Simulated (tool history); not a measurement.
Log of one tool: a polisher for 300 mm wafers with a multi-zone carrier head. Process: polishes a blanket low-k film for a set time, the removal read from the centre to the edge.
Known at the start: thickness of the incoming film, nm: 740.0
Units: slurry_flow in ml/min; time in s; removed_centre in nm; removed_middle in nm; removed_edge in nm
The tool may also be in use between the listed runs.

Run 1, day 0.000: slurry_flow 140 ml/min, centre_zone 1.00, middle_zone 1.00, edge_zone 1.00, slurry_solids 1.00, time 73 s. Result: removed_centre 35.274 nm, removed_middle 35.085 nm, removed_edge 34.901 nm.
Run 2, day 0.358: slurry_flow 140 ml/min, centre_zone 1.01, middle_zone 1.01, edge_zone 0.98, slurry_solids 0.95, time 73 s. Result: removed_centre 35.353 nm, removed_middle 34.872 nm, removed_edge 33.888 nm.
Run 3, day 0.483: slurry_flow 140 ml/min, centre_zone 1.01, middle_zone 1.01, edge_zone 0.96, slurry_solids 0.90, time 73 s. Result: removed_centre 34.558 nm, removed_middle 33.566 nm, removed_edge 33.435 nm.
Run 4, day 0.779: slurry_flow 140 ml/min, centre_zone 1.02, middle_zone 1.03, edge_zone 0.94, slurry_solids 0.85, time 72 s. Result: removed_centre 33.137 nm, removed_middle 32.929 nm, removed_edge 31.047 nm.
Run 5, day 1.104: slurry_flow 140 ml/min, centre_zone 1.02, middle_zone 1.10, edge_zone 0.94, slurry_solids 0.85, time 72 s. Result: removed_centre 33.008 nm, removed_middle 34.723 nm, removed_edge 31.847 nm.
Run 6, day 1.354: slurry_flow 140 ml/min, centre_zone 1.02, middle_zone 1.10, edge_zone 0.88, slurry_solids 0.85, time 72 s. Result: removed_centre 33.119 nm, removed_middle 34.267 nm, removed_edge 31.330 nm.

Forecast run 7:
Run 7, day 1.433: slurry_flow 140 ml/min, centre_zone 1.03, middle_zone 1.11, edge_zone 0.87, slurry_solids 0.80, time 72 s. Result: removed_centre ?, removed_middle ?, removed_edge ?.

Run 7 gave removed_centre 32.098 nm, removed_middle 33.541 nm, removed_edge 30.358 nm.

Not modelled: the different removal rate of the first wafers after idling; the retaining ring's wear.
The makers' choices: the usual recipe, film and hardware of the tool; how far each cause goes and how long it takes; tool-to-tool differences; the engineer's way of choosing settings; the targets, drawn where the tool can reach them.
